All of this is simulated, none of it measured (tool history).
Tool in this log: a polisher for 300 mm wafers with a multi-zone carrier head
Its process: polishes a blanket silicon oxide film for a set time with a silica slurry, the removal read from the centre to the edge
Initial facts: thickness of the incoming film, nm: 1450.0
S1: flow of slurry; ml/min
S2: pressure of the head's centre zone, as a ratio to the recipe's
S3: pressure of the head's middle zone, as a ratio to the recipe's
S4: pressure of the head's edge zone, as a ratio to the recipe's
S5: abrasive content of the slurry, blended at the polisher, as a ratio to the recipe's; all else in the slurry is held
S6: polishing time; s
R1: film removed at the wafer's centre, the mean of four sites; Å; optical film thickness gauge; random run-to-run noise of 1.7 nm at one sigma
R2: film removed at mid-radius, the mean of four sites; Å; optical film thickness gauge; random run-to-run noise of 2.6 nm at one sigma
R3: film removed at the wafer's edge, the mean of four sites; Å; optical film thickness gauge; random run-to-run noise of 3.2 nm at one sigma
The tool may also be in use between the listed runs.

run  hour   S1    S2    S3    S4    S5  S6      R1      R2      R3
  1   0.0  185  1.00  1.00  1.00  1.00  82  3111.8  3190.2  3116.7
  2   5.4  185  1.00  1.08  1.00  1.00  82  3099.5  3421.1  3109.1
  3  13.8  180  0.98  1.06  0.96  0.90  82  2826.4  3182.8  2897.9
  4  19.1  140  0.98  1.06  0.96  0.90  82  2779.4  3084.2  2826.6
  5  27.7  140  0.98  1.06  0.96  0.90  73  2471.6  2690.2  2498.0
  6  33.9  140  0.98  1.06  0.96  1.10  73  2722.7  2967.2  2859.4
  7  42.5  140  0.97  1.06  0.94  1.00  74  2587.4  2845.1  2694.5
  8  43.7  140  0.97  1.06  0.92  0.95  74  2539.1  2812.6  2629.1

Run 9 is up next; what results do you expect?
  9  45.1  135  0.96  1.06  0.82  0.75  73   ?   ?   ?

Run 9 gave R1 2172.4 Å, R2 2385.7 Å, R3 2122.4 Å.

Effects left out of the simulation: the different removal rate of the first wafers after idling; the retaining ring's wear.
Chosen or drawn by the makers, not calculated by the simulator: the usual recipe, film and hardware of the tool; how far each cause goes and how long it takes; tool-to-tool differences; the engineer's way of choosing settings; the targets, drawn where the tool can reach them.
